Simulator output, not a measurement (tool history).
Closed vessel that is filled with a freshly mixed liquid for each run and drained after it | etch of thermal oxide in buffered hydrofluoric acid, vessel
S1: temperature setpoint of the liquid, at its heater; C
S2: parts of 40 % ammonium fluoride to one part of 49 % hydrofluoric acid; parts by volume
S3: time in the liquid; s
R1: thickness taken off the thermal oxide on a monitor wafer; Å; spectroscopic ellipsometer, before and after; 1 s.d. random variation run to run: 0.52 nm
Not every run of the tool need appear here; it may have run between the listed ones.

run	day	S1	S2	S3	R1
1	0.000	24.0	16.5	85	569.15
2	0.108	21.0	16.5	85	478.85
3	0.400	17.5	16.5	85	393.93
4	0.717	20.5	16.5	85	464.02
5	1.050	23.0	16.5	85	541.45
6	1.388	23.0	16.5	95	597.13
7	1.629	24.5	16.5	95	651.55

Run 8 comes next. What will it give?
8	1.692	28.5	16.0	95	?

Run 8 came out at R1 825.99 Å.

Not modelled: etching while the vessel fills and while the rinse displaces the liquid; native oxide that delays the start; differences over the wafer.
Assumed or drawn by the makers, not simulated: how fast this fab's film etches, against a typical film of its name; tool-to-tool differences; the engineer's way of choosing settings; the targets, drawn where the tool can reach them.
